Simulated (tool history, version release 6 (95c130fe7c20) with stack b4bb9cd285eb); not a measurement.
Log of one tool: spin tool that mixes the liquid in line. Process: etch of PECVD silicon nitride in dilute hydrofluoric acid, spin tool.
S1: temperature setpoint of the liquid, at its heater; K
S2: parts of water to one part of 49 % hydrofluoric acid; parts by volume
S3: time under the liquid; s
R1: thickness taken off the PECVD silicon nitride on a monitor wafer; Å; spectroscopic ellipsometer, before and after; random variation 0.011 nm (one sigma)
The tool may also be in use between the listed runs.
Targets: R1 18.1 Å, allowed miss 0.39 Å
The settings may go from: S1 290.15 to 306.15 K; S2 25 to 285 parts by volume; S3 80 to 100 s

Run 1, day 0: S1 298.15 K, S2 155 parts by volume, S3 100 s. Result: R1 38.458 Å.
Run 2, day 0.021: S1 296.65 K, S2 165 parts by volume, S3 100 s. Result: R1 33.238 Å.
Run 3, day 0.354: S1 296.65 K, S2 200 parts by volume, S3 100 s. Result: R1 27.379 Å.
Run 4, day 0.683: S1 296.65 K, S2 200 parts by volume, S3 100 s. Result: R1 27.613 Å.
Run 5, day 0.871: S1 295.15 K, S2 200 parts by volume, S3 100 s. Result: R1 25.075 Å.
Run 6, day 1.05: S1 295.15 K, S2 250 parts by volume, S3 100 s. Result: R1 20.306 Å.
Run 7, day 1.271: S1 294.65 K, S2 250 parts by volume, S3 100 s. Result: R1 19.445 Å.
Run 8, day 1.525: S1 294.15 K, S2 250 parts by volume, S3 100 s. Result: R1 18.879 Å.

4 next moves are on the table. One of them brings every result within its allowed miss. Which?
Run A, day 1.779: S1 294.15 K, S2 245 parts by volume, S3 100 s. Result: R1 ?.
Run B, day 1.779: S1 295.65 K, S2 245 parts by volume, S3 95 s. Result: R1 ?.
Run C, day 1.779: S1 295.65 K, S2 285 parts by volume, S3 100 s. Result: R1 ?.
Run D, day 1.779: S1 297.65 K, S2 235 parts by volume, S3 80 s. Result: R1 ?.

move      R1
   A  19.215
   B  20.081
   C  18.221
   D  19.971
A: further off than the last run
B: further off than the last run
C: meets every target
D: further off than the last run
Move C is the one to make.
